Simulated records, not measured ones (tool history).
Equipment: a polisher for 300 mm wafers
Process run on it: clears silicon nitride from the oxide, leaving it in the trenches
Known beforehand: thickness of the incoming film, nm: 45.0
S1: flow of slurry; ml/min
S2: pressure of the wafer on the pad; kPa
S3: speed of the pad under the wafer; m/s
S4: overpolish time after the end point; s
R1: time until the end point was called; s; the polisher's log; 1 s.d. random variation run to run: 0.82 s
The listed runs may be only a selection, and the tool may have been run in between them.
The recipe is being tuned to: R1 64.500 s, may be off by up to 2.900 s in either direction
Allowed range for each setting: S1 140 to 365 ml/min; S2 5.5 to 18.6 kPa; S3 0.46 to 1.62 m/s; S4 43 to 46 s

| run | hour | S1 | S2 | S3 | S4 | R1 |
|---|---|---|---|---|---|---|
| 1 | 0.0 | 235 | 11.7 | 1.04 | 43 | 95.076 |
| 2 | 3.7 | 235 | 13.8 | 1.04 | 43 | 80.934 |
| 3 | 9.8 | 235 | 14.5 | 1.04 | 43 | 79.140 |
| 4 | 15.4 | 265 | 14.5 | 1.04 | 43 | 77.190 |
| 5 | 18.2 | 265 | 15.2 | 1.04 | 43 | 74.967 |
| 6 | 22.2 | 235 | 15.2 | 1.04 | 43 | 74.787 |
| 7 | 31.0 | 235 | 15.2 | 1.04 | 43 | 73.755 |
| 8 | 36.8 | 235 | 15.9 | 1.04 | 43 | 71.791 |
| 9 | 41.8 | 235 | 16.5 | 1.04 | 43 | 69.371 |

Below are 4 possible settings for the next run. Only one of them brings all results inside the allowed miss of their targets. Which is it?
| A | 46.8 | 250 | 17.2 | 1.20 | 43 | ? |
| B | 46.8 | 200 | 17.2 | 0.98 | 43 | ? |
| C | 46.8 | 220 | 17.2 | 1.16 | 43 | ? |
| D | 46.8 | 250 | 15.9 | 1.16 | 43 | ? |

| move | R1 |
|---|---|
| A | 55.755 |
| B | 69.736 |
| C | 58.484 |
| D | 62.525 |
A: takes the result that was furthest off past its target
B: moves away from the targets compared with the last run
C: takes the result that was furthest off past its target
D: in spec on every target
D is the move that brings every result within its allowed miss.
